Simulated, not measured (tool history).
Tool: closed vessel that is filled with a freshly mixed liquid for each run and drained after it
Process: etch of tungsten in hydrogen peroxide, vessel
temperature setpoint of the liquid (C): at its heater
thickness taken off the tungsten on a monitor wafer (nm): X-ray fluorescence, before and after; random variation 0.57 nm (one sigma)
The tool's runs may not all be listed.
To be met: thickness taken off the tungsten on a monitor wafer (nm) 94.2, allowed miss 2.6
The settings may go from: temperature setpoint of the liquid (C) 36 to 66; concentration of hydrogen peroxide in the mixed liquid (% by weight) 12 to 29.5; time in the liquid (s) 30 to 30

run,day,temperature setpoint of the liquid (C),concentration of hydrogen peroxide in the mixed liquid (% by weight),time in the liquid (s),thickness taken off the tungsten on a monitor wafer (nm)
1,0,52,20,30,61.228
2,0.125,47.5,20,30,46.954
3,0.338,51,20,30,57.77
4,0.662,46.5,20,30,43.942
5,0.846,46.5,20,30,43.243
6,1.121,46.5,20,30,43.551
7,1.267,46.5,20,30,43.398
8,1.612,50,20,30,53.965
9,1.821,52.5,20,30,62.513
10,1.85,54.5,20,30,71.528
11,2.208,55.5,20,30,75.171
12,2.392,56.5,20,30,80.101
13,2.667,57,20,30,82.53
14,2.892,57.5,20,30,84.838
15,3.254,58,20,30,87.145
16,3.512,58.5,20,30,90.815

4 next moves are on the table. One of them brings every result within its allowed miss. Which?
A,3.771,61,16.5,30,?
B,3.771,58,21,30,?
C,3.771,57,24,30,?
D,3.771,57.5,20.5,30,?

move,thickness taken off the tungsten on a monitor wafer (nm)
A,95.057
B,90.199
C,90.959
D,86.559
A: meets every target
B: further off than the last run
C: as far off as the last run
D: further off than the last run
Answer: A
